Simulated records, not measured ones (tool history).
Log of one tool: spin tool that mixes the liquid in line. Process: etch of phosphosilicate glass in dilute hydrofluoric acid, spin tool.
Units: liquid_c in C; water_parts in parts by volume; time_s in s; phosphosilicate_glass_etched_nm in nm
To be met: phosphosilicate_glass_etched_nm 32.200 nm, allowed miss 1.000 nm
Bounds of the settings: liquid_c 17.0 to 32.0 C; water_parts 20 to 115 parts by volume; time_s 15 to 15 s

run,hour,liquid_c,water_parts,time_s,phosphosilicate_glass_etched_nm
1,0.0,24.0,65,15,24.610
2,8.9,24.0,75,15,20.849
3,13.9,26.0,75,15,22.438
4,19.8,25.0,75,15,21.466
5,27.8,26.5,70,15,24.314
6,29.9,23.5,70,15,21.882
7,33.7,25.5,70,15,23.813
8,35.7,29.5,65,15,29.706
9,37.0,30.0,65,15,30.552

4 next moves are on the table. One of them brings every result within its allowed miss. Which?
A,38.3,31.0,65,15,?
B,38.3,31.0,70,15,?
C,38.3,30.0,70,15,?
D,38.3,29.5,70,15,?

move,phosphosilicate_glass_etched_nm
A,32.162
B,29.637
C,28.522
D,27.977
A: meets every target
B: further off than the last run
C: further off than the last run
D: further off than the last run
Move A is the one to make.
